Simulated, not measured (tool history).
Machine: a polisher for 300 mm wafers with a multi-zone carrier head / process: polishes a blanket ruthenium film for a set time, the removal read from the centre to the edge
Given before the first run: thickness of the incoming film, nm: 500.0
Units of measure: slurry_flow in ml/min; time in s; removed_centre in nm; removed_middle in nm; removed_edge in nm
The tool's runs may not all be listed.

run,hour,slurry_flow,centre_zone,middle_zone,edge_zone,time,removed_centre,removed_middle,removed_edge
1,0,135,1,1,1,85,105.72,106.05,101.87
2,2.9,145,1.02,1.02,1.03,87,111.48,111.74,107.72
3,5.8,145,1.02,1.02,1.03,106,136.43,136.12,131.1
4,11.5,155,1.02,1.03,1.03,106,138.77,139.9,131.16
5,16.9,160,1.02,1.03,1.03,106,139.97,139.8,133.38
6,23.1,165,1.02,1.04,1.03,106,139.43,142.38,133.13

What does the tool deliver on the next run?
7,27.4,170,1.03,1.04,1.03,106,?,?,?

removed_centre: 142.82 nm
removed_middle: 142.52 nm
removed_edge: 134.25 nm

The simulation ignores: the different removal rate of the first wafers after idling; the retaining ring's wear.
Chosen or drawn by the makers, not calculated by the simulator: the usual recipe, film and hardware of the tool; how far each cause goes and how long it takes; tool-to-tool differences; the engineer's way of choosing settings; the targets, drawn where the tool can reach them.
